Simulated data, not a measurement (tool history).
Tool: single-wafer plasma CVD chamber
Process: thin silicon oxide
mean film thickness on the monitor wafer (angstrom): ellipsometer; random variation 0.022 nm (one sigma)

run  hour  heater temperature setpoint (deg C)  chamber pressure (Pa)  RF power (W)  deposition time (s)  mean film thickness on the monitor wafer (angstrom)
  1     0                                  395                     92           240                 3.95                                               58.622
  2   1.5                                  395                   93.9           240                 3.95                                               59.557
  3   7.1                                  395                   95.6           240                 3.95                                               61.004
  4   8.3                                  395                   97.1           240                 3.95                                               61.453
  5  11.7                                  395                   90.3           240                 3.95                                               57.298
  6  20.1                                  395                   90.3           240                 3.95                                               57.525

Run 7 comes next. What will it give?
  7  23.5                                  395                   92.5           240                 3.95                                                    ?

{"run 7": {"mean film thickness on the monitor wafer (angstrom)": 58.526}}
